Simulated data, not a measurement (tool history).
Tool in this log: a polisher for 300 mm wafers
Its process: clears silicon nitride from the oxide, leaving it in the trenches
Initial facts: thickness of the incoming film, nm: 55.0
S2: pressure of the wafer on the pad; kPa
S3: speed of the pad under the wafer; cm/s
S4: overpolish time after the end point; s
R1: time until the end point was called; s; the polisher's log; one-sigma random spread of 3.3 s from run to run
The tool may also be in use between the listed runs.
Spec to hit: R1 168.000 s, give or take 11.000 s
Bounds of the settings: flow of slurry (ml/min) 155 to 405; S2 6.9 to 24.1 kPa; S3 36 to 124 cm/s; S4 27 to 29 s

Run 1, hour 0.0: flow of slurry (ml/min) 260, S2 15.2 kPa, S3 80 cm/s, S4 27 s. Result: R1 115.090 s.
Run 2, hour 4.0: flow of slurry (ml/min) 260, S2 13.8 kPa, S3 78 cm/s, S4 27 s. Result: R1 123.200 s.
Run 3, hour 8.8: flow of slurry (ml/min) 260, S2 13.8 kPa, S3 98 cm/s, S4 27 s. Result: R1 99.265 s.
Run 4, hour 17.7: flow of slurry (ml/min) 300, S2 13.8 kPa, S3 98 cm/s, S4 27 s. Result: R1 101.580 s.
Run 5, hour 26.0: flow of slurry (ml/min) 300, S2 13.8 kPa, S3 110 cm/s, S4 27 s. Result: R1 88.806 s.
Run 6, hour 32.7: flow of slurry (ml/min) 355, S2 13.8 kPa, S3 110 cm/s, S4 27 s. Result: R1 89.946 s.
Run 7, hour 36.8: flow of slurry (ml/min) 355, S2 11.7 kPa, S3 104 cm/s, S4 27 s. Result: R1 106.770 s.
Run 8, hour 41.5: flow of slurry (ml/min) 355, S2 10.3 kPa, S3 98 cm/s, S4 27 s. Result: R1 117.170 s.
Run 9, hour 47.6: flow of slurry (ml/min) 355, S2 9.0 kPa, S3 92 cm/s, S4 27 s. Result: R1 132.750 s.
Run 10, hour 51.1: flow of slurry (ml/min) 355, S2 8.3 kPa, S3 88 cm/s, S4 27 s. Result: R1 145.610 s.

Exercise: of the 5 proposed moves below, exactly one satisfies all targets within the stated allowed misses. Which move is it?
Run A, hour 54.6: flow of slurry (ml/min) 370, S2 7.6 kPa, S3 80 cm/s, S4 27 s. Result: R1 ?.
Run B, hour 54.6: flow of slurry (ml/min) 360, S2 11.0 kPa, S3 88 cm/s, S4 29 s. Result: R1 ?.
Run C, hour 54.6: flow of slurry (ml/min) 305, S2 9.7 kPa, S3 92 cm/s, S4 29 s. Result: R1 ?.
Run D, hour 54.6: flow of slurry (ml/min) 350, S2 9.0 kPa, S3 94 cm/s, S4 27 s. Result: R1 ?.
Run E, hour 54.6: flow of slurry (ml/min) 295, S2 8.3 kPa, S3 92 cm/s, S4 29 s. Result: R1 ?.

move       R1
   A  166.970
   B  124.930
   C  131.530
   D  132.790
   E  143.520
A: every result within its allowed miss
B: further off than the last run
C: further off than the last run
D: further off than the last run
E: further off than the last run
Go with A: it meets all targets.
